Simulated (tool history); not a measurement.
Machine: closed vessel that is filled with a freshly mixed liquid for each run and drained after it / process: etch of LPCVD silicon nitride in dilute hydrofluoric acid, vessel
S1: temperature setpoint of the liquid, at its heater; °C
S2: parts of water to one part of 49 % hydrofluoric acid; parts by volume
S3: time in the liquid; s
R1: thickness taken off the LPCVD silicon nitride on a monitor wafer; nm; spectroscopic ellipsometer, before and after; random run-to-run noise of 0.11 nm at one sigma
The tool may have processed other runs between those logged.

| run | hour | S1 | S2 | S3 | R1 |
|---|---|---|---|---|---|
| 1 | 0.0 | 25.0 | 240 | 2840 | 6.8650 |
| 2 | 6.6 | 25.0 | 305 | 2840 | 5.2662 |
| 3 | 11.6 | 27.0 | 285 | 2845 | 6.4417 |
| 4 | 20.4 | 27.0 | 285 | 2840 | 6.4850 |
| 5 | 23.6 | 27.0 | 285 | 2840 | 6.5133 |
| 6 | 27.3 | 28.5 | 270 | 2840 | 7.4404 |
| 7 | 35.8 | 29.5 | 255 | 2840 | 8.2992 |

Run 8 comes next. What will it give?
| 8 | 37.5 | 33.0 | 195 | 2845 | ? |

For run 8 the tool returned R1 13.5540 nm.
